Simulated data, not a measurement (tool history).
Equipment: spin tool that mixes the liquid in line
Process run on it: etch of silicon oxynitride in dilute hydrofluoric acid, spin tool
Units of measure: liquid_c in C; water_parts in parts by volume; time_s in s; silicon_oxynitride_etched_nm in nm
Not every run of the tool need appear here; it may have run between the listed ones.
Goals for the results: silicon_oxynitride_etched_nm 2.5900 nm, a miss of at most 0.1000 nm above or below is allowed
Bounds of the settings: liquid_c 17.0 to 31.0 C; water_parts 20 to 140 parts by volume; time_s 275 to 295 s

{"run": 1, "hour": 0.0, "liquid_c": 23.0, "water_parts": 75, "time_s": 275, "silicon_oxynitride_etched_nm": 4.9847}
{"run": 2, "hour": 3.6, "liquid_c": 21.5, "water_parts": 85, "time_s": 275, "silicon_oxynitride_etched_nm": 4.0966}
{"run": 3, "hour": 9.6, "liquid_c": 21.5, "water_parts": 70, "time_s": 275, "silicon_oxynitride_etched_nm": 5.1045}
{"run": 4, "hour": 10.9, "liquid_c": 24.5, "water_parts": 70, "time_s": 275, "silicon_oxynitride_etched_nm": 5.7207}
{"run": 5, "hour": 12.0, "liquid_c": 24.5, "water_parts": 70, "time_s": 275, "silicon_oxynitride_etched_nm": 5.7333}
{"run": 6, "hour": 15.7, "liquid_c": 24.5, "water_parts": 70, "time_s": 275, "silicon_oxynitride_etched_nm": 5.6475}
{"run": 7, "hour": 22.5, "liquid_c": 22.5, "water_parts": 80, "time_s": 275, "silicon_oxynitride_etched_nm": 4.5882}
{"run": 8, "hour": 24.2, "liquid_c": 21.0, "water_parts": 90, "time_s": 275, "silicon_oxynitride_etched_nm": 3.7833}
{"run": 9, "hour": 32.4, "liquid_c": 17.0, "water_parts": 110, "time_s": 275, "silicon_oxynitride_etched_nm": 2.4368}

Next run, 5 choices. One meets every target within its allowed miss, the rest don't. Which?
{"run": "A", "hour": 40.6, "liquid_c": 17.0, "water_parts": 115, "time_s": 280, "silicon_oxynitride_etched_nm": "?"}
{"run": "B", "hour": 40.6, "liquid_c": 17.0, "water_parts": 120, "time_s": 285, "silicon_oxynitride_etched_nm": "?"}
{"run": "C", "hour": 40.6, "liquid_c": 20.0, "water_parts": 130, "time_s": 295, "silicon_oxynitride_etched_nm": "?"}
{"run": "D", "hour": 40.6, "liquid_c": 19.5, "water_parts": 140, "time_s": 295, "silicon_oxynitride_etched_nm": "?"}
{"run": "E", "hour": 40.6, "liquid_c": 17.0, "water_parts": 120, "time_s": 275, "silicon_oxynitride_etched_nm": "?"}

move=A silicon_oxynitride_etched_nm=2.4412
move=B silicon_oxynitride_etched_nm=2.3737
move=C silicon_oxynitride_etched_nm=2.6091
move=D silicon_oxynitride_etched_nm=2.3488
move=E silicon_oxynitride_etched_nm=2.2904
A: just as far off the targets as the last run
B: lands further from the targets than the last run did
C: every result lands within tolerance
D: lands further from the targets than the last run did
E: lands further from the targets than the last run did
The right move is C.
